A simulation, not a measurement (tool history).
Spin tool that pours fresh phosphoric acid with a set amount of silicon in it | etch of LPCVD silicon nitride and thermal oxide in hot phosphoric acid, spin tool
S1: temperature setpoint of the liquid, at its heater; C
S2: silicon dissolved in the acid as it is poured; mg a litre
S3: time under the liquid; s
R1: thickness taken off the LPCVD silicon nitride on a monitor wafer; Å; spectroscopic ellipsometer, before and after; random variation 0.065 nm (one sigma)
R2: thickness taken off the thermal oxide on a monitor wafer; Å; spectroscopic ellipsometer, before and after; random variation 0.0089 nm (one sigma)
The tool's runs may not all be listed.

run	day	S1	S2	S3	R1	R2
1	0.000	163.0	23.0	65	57.775	1.07750
2	0.304	163.5	29.5	70	63.018	0.86416
3	0.342	163.5	38.0	70	62.553	0.60061
4	0.396	164.0	39.5	70	63.453	0.65549
5	0.462	165.0	39.5	70	65.948	0.69988
6	0.767	165.5	42.0	70	66.898	0.51906
# day 0.867: dissolved silicon flow meter replaced
7	0.867	166.0	41.5	70	68.181	0.75665
8	0.988	166.0	43.5	70	67.822	0.62203
9	1.150	166.5	45.0	70	69.887	0.49790

Forecast run 10:
10	1.379	168.0	41.0	75	?	?

R1: 77.797 Å
R2: 1.14410 Å

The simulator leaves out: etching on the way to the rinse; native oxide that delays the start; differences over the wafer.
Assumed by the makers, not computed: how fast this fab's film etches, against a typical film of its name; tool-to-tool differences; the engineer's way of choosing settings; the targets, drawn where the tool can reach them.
